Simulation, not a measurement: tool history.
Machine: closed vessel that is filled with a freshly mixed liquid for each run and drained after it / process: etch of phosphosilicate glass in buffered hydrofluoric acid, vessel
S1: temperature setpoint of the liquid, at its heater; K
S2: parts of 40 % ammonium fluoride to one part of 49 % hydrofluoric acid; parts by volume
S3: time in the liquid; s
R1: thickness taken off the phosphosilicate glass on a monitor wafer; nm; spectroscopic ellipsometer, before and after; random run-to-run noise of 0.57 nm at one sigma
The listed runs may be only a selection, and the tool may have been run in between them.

run	hour	S1	S2	S3	R1
1	0.0	298.15	15.5	90	289.66
2	3.2	295.65	16.0	90	244.77
3	4.9	294.15	16.0	90	224.54
4	6.1	294.15	16.0	100	251.06
5	8.5	294.15	16.0	100	249.02
6	12.7	295.65	16.0	100	272.05

What will run 7 give?
7	20.5	295.65	16.0	100	?

Run 7 produced R1 271.25 nm.

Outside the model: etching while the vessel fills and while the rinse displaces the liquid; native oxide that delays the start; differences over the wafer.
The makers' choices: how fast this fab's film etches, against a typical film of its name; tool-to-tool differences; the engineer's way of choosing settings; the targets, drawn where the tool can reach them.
